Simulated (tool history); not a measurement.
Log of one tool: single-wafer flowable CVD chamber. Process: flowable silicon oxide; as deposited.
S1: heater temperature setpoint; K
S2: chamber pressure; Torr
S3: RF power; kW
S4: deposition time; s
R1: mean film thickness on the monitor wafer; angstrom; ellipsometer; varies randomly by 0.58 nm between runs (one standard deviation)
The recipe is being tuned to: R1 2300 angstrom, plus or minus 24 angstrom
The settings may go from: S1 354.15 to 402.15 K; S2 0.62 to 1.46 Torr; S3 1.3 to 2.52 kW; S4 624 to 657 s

{"run": 1, "hour": 0.0, "S1": 378.15, "S2": 1.04, "S3": 1.91, "S4": 657, "R1": 4450.6}
{"run": 2, "hour": 0.9, "S1": 378.15, "S2": 1.04, "S3": 2.015, "S4": 657, "R1": 4489.1}
{"run": 3, "hour": 9.8, "S1": 378.15, "S2": 0.94, "S3": 2.015, "S4": 657, "R1": 4066.6}
{"run": 4, "hour": 17.1, "S1": 378.15, "S2": 0.94, "S3": 2.015, "S4": 657, "R1": 4080.3}
{"run": 5, "hour": 23.9, "S1": 383.15, "S2": 0.94, "S3": 2.015, "S4": 657, "R1": 3380.4}
{"run": 6, "hour": 28.2, "S1": 383.15, "S2": 0.94, "S3": 1.905, "S4": 657, "R1": 3342.6}
{"run": 7, "hour": 31.7, "S1": 386.15, "S2": 0.94, "S3": 1.905, "S4": 657, "R1": 3002.6}
{"run": 8, "hour": 40.7, "S1": 388.15, "S2": 0.94, "S3": 1.905, "S4": 657, "R1": 2804.2}
{"run": 9, "hour": 45.4, "S1": 390.15, "S2": 0.94, "S3": 1.905, "S4": 657, "R1": 2605.8}
{"run": 10, "hour": 53.6, "S1": 391.15, "S2": 0.94, "S3": 1.905, "S4": 657, "R1": 2517.3}
{"run": 11, "hour": 58.9, "S1": 392.15, "S2": 0.94, "S3": 1.905, "S4": 657, "R1": 2442.5}
{"run": 12, "hour": 63.7, "S1": 392.15, "S2": 0.94, "S3": 1.905, "S4": 657, "R1": 2436.7}
{"run": 13, "hour": 69.7, "S1": 393.15, "S2": 0.94, "S3": 1.905, "S4": 657, "R1": 2361.8}

Pick the move, out of 4, that brings all results within their allowed miss; only one does.
{"run": "A", "hour": 75.7, "S1": 391.15, "S2": 0.91, "S3": 1.99, "S4": 643, "R1": "?"}
{"run": "B", "hour": 75.7, "S1": 392.15, "S2": 0.86, "S3": 1.91, "S4": 657, "R1": "?"}
{"run": "C", "hour": 75.7, "S1": 396.15, "S2": 1.01, "S3": 1.83, "S4": 643, "R1": "?"}
{"run": "D", "hour": 75.7, "S1": 391.15, "S2": 0.83, "S3": 2.195, "S4": 657, "R1": "?"}

move=A R1=2404.3
move=B R1=2231.8
move=C R1=2246.4
move=D R1=2283.9
A: further off than the last run
B: the result that was furthest off in the last run now lies on the other side of its target
C: the result that was furthest off in the last run now lies on the other side of its target
D: all results in spec
Move D is the one to make.

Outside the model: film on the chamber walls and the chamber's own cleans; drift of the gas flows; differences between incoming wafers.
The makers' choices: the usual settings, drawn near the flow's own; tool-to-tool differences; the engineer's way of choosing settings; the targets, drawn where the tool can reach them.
